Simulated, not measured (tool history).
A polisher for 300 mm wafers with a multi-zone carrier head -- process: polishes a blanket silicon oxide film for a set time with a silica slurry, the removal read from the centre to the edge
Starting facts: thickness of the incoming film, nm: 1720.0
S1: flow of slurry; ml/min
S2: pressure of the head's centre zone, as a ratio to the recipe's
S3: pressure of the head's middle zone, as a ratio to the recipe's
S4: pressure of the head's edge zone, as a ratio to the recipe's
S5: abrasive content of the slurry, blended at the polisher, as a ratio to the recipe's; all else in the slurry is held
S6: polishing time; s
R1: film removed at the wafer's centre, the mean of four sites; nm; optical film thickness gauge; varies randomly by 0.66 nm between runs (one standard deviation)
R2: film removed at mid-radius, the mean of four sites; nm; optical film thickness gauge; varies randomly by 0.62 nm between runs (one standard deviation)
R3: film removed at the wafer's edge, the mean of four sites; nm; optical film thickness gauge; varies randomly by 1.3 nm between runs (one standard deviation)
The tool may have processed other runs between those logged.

run  hour   S1    S2    S3    S4    S5  S6      R1      R2      R3
  1     0  200     1     1     1     1  55  222.81  223.96  230.86
  2   6.5  195     1  0.98  0.98  0.95  53  206.85  201.05  211.03
  3  14.5  195     1  0.98  0.98   0.9  53  205.49   200.4  205.64
  4  16.6  195     1  0.98  0.98   0.9  46  176.29  175.07  178.55
  5  24.5  195     1  0.98  0.98   0.9  56  213.85  210.41  217.28
  6  25.2  190  0.99  0.96  0.97  0.85  54  199.94  195.32   204.8
  7  26.8  185  0.99  0.94  0.96   0.8  52  188.87  180.69  194.52
  8  31.5  185  0.99  0.93  0.95  0.75  50  173.81  164.85  174.34
  9  34.8  180  0.99  0.92  0.94   0.7  49  165.12  157.78  168.15
 10    41  180  0.99  0.91  0.93   0.7  47  159.99  148.53  161.79
 11  48.7  180  0.99   0.9  0.92   0.7  46  156.08  144.36  156.88
 12  50.3  180  0.99   0.9  0.92   0.7  46   155.2  143.77  157.11
 13    51  180  0.99  0.89  0.91   0.7  45  152.64  139.12  148.02
 14  53.7  175  0.99  0.88  0.91   0.7  44   148.3  135.56  147.49
 15  55.9  175  0.99  0.87  0.91   0.7  43  144.88   130.3  144.17
 16  56.6  145  0.94  0.81  0.81   0.5  34  92.566  80.842  91.731
 17  60.5  155  0.94  0.81  0.82   0.5  34  93.873  81.131  93.341
 18  64.9  165  0.94  0.82  0.83   0.5  34  94.933  84.739  94.413
 19  66.6  170  0.94  0.82  0.84   0.5  34  95.407  84.568   95.12
 20  71.4  180  0.94  0.82  0.85   0.5  34  96.004  84.914  95.325

For run 21, what comes out?
 21  80.3  180  0.95  0.83  0.86  0.5  34   ?   ?   ?

Logged for run 21: R1 96.957 nm, R2 86.254 nm, R3 97.216 nm.
